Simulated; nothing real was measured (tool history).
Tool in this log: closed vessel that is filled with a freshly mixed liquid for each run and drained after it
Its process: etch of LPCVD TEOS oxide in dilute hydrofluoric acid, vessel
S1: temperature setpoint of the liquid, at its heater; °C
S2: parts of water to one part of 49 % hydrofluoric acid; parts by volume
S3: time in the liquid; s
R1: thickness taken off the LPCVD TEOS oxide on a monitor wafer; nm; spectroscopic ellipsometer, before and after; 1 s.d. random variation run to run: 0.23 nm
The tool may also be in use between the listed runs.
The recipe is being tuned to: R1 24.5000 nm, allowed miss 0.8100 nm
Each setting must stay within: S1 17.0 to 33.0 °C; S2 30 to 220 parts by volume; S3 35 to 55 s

{"run": 1, "day": 0.0, "S1": 25.0, "S2": 125, "S3": 55, "R1": 14.837}
{"run": 2, "day": 0.042, "S1": 23.0, "S2": 125, "S3": 55, "R1": 13.707}
{"run": 3, "day": 0.362, "S1": 24.0, "S2": 120, "S3": 55, "R1": 15.033}
{"run": 4, "day": 0.671, "S1": 24.0, "S2": 120, "S3": 35, "R1": 9.5515}
{"run": 5, "day": 0.992, "S1": 25.0, "S2": 110, "S3": 35, "R1": 10.826}
{"run": 6, "day": 1.242, "S1": 26.5, "S2": 110, "S3": 35, "R1": 11.509}
{"run": 7, "day": 1.512, "S1": 27.5, "S2": 100, "S3": 40, "R1": 15.658}
{"run": 8, "day": 1.633, "S1": 28.0, "S2": 95, "S3": 40, "R1": 16.403}
{"run": 9, "day": 2.0, "S1": 32.0, "S2": 60, "S3": 40, "R1": 31.677}
{"run": 10, "day": 2.088, "S1": 31.5, "S2": 60, "S3": 40, "R1": 31.774}

Which of these 5 next moves meets every target?
{"run": "A", "day": 2.175, "S1": 28.0, "S2": 55, "S3": 35, "R1": "?"}
{"run": "B", "day": 2.175, "S1": 31.5, "S2": 70, "S3": 35, "R1": "?"}
{"run": "C", "day": 2.175, "S1": 32.5, "S2": 75, "S3": 35, "R1": "?"}
{"run": "D", "day": 2.175, "S1": 31.0, "S2": 65, "S3": 35, "R1": "?"}
{"run": "E", "day": 2.175, "S1": 32.5, "S2": 65, "S3": 35, "R1": "?"}

move=A R1=26.3700
move=B R1=23.2110
move=C R1=22.3230
move=D R1=24.7120
move=E R1=26.1670
A: gains on the last run, yet a result remains outside its allowed miss
B: takes the biggest miss from the last run beyond its target
C: takes the biggest miss from the last run beyond its target
D: every result lands within tolerance
E: gains on the last run, yet a result remains outside its allowed miss
Correct choice: D, which meets every target
